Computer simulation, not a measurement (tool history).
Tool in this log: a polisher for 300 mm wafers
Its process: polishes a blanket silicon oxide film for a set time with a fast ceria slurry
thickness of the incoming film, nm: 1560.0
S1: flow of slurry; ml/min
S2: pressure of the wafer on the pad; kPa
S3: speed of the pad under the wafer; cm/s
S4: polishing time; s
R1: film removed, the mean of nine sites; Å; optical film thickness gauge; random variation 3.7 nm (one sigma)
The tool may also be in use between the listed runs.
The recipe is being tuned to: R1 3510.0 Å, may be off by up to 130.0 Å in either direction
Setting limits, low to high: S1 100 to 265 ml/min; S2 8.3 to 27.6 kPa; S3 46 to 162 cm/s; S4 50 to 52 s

run	hour	S1	S2	S3	S4	R1
1	0.0	170	17.9	104	50	8132.3
2	1.2	165	15.2	96	50	6310.9
3	10.0	165	13.1	96	50	5476.9
4	17.8	160	11.7	92	50	4641.9
5	23.1	155	11.0	92	50	4417.3
6	28.2	155	15.2	92	50	5958.0
7	28.9	150	13.1	92	50	5093.4
# hour 30.2: slurry nozzle cleaned
8	30.2	145	11.7	92	50	4870.8

Which single option among these 5 for the next run brings every result within its allowed miss of target? Just one does.
A	31.5	105	10.3	68	50	?
B	31.5	220	17.2	74	52	?
C	31.5	150	13.8	62	50	?
D	31.5	165	13.8	54	50	?
E	31.5	150	8.3	72	50	?

move	R1
A	3051.6
B	6274.9
C	3911.9
D	3485.6
E	2828.8
A: pushes the last run's worst result past its target
B: the biggest miss grows against the last run
C: closer than the last run, but not yet in spec
D: meets every target
E: pushes the last run's worst result past its target
The move that meets every target is D.
